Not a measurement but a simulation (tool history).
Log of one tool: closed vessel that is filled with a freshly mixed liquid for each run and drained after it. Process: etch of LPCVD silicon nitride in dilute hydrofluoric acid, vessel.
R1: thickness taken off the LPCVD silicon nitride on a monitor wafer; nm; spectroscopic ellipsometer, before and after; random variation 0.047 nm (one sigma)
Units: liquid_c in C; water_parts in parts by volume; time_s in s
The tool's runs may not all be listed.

{"run": 1, "hour": 0.0, "liquid_c": 22, "water_parts": 105, "time_s": 2630, "R1": 11.224}
{"run": 2, "hour": 1.1, "liquid_c": 22, "water_parts": 120, "time_s": 2630, "R1": 10.036}
{"run": 3, "hour": 3.3, "liquid_c": 22, "water_parts": 120, "time_s": 2835, "R1": 10.712}
{"run": 4, "hour": 9.2, "liquid_c": 22, "water_parts": 95, "time_s": 2835, "R1": 13.301}
{"run": 5, "hour": 16.6, "liquid_c": 20.5, "water_parts": 110, "time_s": 2830, "R1": 10.494}
{"run": 6, "hour": 20.3, "liquid_c": 23, "water_parts": 110, "time_s": 2830, "R1": 12.47}
{"run": 7, "hour": 28.5, "liquid_c": 21.5, "water_parts": 125, "time_s": 2825, "R1": 10.006}
{"run": 8, "hour": 37.0, "liquid_c": 20.5, "water_parts": 135, "time_s": 2820, "R1": 8.6023}
{"hour": 44.7, "done": "hydrofluoric acid flow meter replaced"}
{"run": 9, "hour": 44.7, "liquid_c": 19.5, "water_parts": 140, "time_s": 2820, "R1": 8.2801}
{"run": 10, "hour": 45.7, "liquid_c": 19.5, "water_parts": 140, "time_s": 2820, "R1": 8.1749}
{"run": 11, "hour": 46.5, "liquid_c": 19, "water_parts": 150, "time_s": 2815, "R1": 7.4367}

Run 12 comes next. What will it give?
{"run": 12, "hour": 53.0, "liquid_c": 18.5, "water_parts": 155, "time_s": 2815, "R1": "?"}

Run 12 gave R1 6.8242 nm.
